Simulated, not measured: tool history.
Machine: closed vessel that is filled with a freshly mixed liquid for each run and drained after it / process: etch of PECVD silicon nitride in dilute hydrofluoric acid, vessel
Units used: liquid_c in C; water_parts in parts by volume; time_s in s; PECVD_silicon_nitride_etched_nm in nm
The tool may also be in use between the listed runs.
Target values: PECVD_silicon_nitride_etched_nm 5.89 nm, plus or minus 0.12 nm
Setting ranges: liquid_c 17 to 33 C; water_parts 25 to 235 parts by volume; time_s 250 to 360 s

run,hour,liquid_c,water_parts,time_s,PECVD_silicon_nitride_etched_nm
1,0,25,130,360,11.42
2,6.3,26.5,130,360,12.646
3,11,26.5,160,360,10.285
4,18.1,26.5,135,360,12.1
5,20.8,26.5,165,360,9.9788
6,24.7,26.5,165,250,6.9128
7,27.6,25.5,165,250,6.4672
8,34.8,25,165,250,6.2654
9,40,24.5,165,250,6.1248

Of the 4 settings listed for the next run, only one would bring every result within its allowed miss of target. Which one?
A,45.2,24,225,325,?
B,45.2,23,175,305,?
C,45.2,25,205,275,?
D,45.2,24.5,220,320,?

move,PECVD_silicon_nitride_etched_nm
A,5.6721
B,6.4027
C,5.6042
D,5.8922
A: carries the result that was furthest off beyond its target, to the other side
B: further off than the last run
C: carries the result that was furthest off beyond its target, to the other side
D: all results land within tolerance of their targets
Answer: D
